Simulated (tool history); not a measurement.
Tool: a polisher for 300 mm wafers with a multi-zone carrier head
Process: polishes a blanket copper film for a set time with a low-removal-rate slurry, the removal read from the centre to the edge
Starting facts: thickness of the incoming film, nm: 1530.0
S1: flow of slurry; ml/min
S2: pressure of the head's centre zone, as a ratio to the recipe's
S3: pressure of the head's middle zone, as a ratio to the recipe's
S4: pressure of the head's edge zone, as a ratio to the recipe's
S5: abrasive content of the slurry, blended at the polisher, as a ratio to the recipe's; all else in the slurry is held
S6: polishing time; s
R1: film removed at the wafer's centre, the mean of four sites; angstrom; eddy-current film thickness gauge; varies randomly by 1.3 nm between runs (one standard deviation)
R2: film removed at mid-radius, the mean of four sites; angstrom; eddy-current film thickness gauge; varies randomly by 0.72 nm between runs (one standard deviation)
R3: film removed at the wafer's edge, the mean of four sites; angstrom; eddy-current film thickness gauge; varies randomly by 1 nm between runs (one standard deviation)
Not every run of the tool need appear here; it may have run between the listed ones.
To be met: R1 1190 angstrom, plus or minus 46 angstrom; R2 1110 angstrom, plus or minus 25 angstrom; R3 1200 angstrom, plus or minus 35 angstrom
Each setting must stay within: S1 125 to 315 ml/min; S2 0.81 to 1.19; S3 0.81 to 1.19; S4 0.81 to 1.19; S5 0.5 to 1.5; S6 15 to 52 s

| run | hour | S1 | S2 | S3 | S4 | S5 | S6 | R1 | R2 | R3 |
|---|---|---|---|---|---|---|---|---|---|---|
| 1 | 0 | 205 | 1 | 1 | 1 | 1 | 33 | 1065.9 | 1030.8 | 1049.9 |
| 2 | 0.7 | 220 | 1.01 | 1 | 1.04 | 1.05 | 33 | 1096.1 | 1049.2 | 1077 |
| 3 | 4.8 | 220 | 1.01 | 1 | 1.09 | 1.05 | 33 | 1100.7 | 1048.1 | 1103.1 |
| 4 | 12.4 | 220 | 1.08 | 1 | 1.09 | 1.05 | 33 | 1181 | 1051.5 | 1101 |
| 5 | 19.3 | 220 | 1.08 | 1 | 1.09 | 1.05 | 38 | 1335.8 | 1222.6 | 1247.7 |
| 6 | 21 | 205 | 1.06 | 0.99 | 1.08 | 1.05 | 38 | 1310.7 | 1185.3 | 1252.1 |
| 7 | 29.3 | 195 | 1.05 | 0.99 | 1.07 | 1.05 | 38 | 1295.4 | 1182.5 | 1238 |
| 8 | 30.7 | 185 | 1.04 | 0.98 | 1.06 | 1.05 | 38 | 1270.1 | 1166.8 | 1230.3 |
| 9 | 37.8 | 185 | 1.04 | 0.98 | 1.06 | 1.05 | 38 | 1286.4 | 1174.2 | 1243.9 |
| 10 | 40.7 | 185 | 1.03 | 0.97 | 1.05 | 1 | 38 | 1246.3 | 1147.8 | 1217.1 |

Next run, 5 choices. One meets every target within its allowed miss, the rest don't. Which?
| A | 43.6 | 150 | 1.01 | 0.95 | 1.04 | 0.9 | 40 | ? | ? | ? |
| B | 43.6 | 190 | 0.93 | 1 | 1.04 | 0.9 | 39 | ? | ? | ? |
| C | 43.6 | 210 | 1.13 | 1.05 | 0.98 | 1 | 37 | ? | ? | ? |
| D | 43.6 | 170 | 1.14 | 0.87 | 1.1 | 1.05 | 38 | ? | ? | ? |
| E | 43.6 | 225 | 1.1 | 0.95 | 1.15 | 1.3 | 34 | ? | ? | ? |

| move | R1 | R2 | R3 |
|---|---|---|---|
| A | 1189.9 | 1106.1 | 1206.7 |
| B | 1115.3 | 1162.1 | 1209.4 |
| C | 1340.8 | 1185 | 1162 |
| D | 1355.6 | 1047.3 | 1234 |
| E | 1287.5 | 1089.2 | 1215.7 |
A: every result lands within tolerance
B: moves away from the targets compared with the last run
C: moves away from the targets compared with the last run
D: takes the biggest miss from the last run beyond its target
E: puts the biggest miss on target and leaves a different result outside tolerance
Answer: A

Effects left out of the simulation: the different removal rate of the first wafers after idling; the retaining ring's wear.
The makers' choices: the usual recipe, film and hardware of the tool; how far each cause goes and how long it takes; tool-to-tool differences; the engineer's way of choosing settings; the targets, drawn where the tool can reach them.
